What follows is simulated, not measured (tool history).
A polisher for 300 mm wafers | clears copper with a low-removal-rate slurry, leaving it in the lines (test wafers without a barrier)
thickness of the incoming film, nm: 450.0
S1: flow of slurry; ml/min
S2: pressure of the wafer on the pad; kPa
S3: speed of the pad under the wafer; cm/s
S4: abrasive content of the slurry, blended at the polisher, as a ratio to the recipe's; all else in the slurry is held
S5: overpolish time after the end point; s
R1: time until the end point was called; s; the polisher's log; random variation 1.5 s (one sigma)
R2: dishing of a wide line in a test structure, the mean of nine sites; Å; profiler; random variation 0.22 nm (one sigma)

run 1 hour=0.0 | S1=185 S2=21.4 S3=122 S4=1.00 S5=11 | R1=95.929 R2=337.90
run 2 hour=1.5 | S1=185 S2=20.0 S3=128 S4=1.00 S5=9 | R1=100.860 R2=276.76
run 3 hour=7.4 | S1=195 S2=20.0 S3=124 S4=1.05 S5=8 | R1=96.382 R2=246.31
run 4 hour=9.5 | S1=165 S2=20.0 S3=124 S4=1.05 S5=8 | R1=103.530 R2=241.25
run 5 hour=17.7 | S1=165 S2=24.8 S3=124 S4=1.05 S5=8 | R1=86.181 R2=287.17
run 6 hour=22.2 | S1=190 S2=23.4 S3=120 S4=1.15 S5=7 | R1=87.041 R2=241.02

The next listed run, before its measurement:
run 7 hour=23.3 | S1=210 S2=23.4 S3=114 S4=1.20 S5=6 | R1=? R2=?

Run 7 gave R1 87.909 s, R2 210.15 Å.

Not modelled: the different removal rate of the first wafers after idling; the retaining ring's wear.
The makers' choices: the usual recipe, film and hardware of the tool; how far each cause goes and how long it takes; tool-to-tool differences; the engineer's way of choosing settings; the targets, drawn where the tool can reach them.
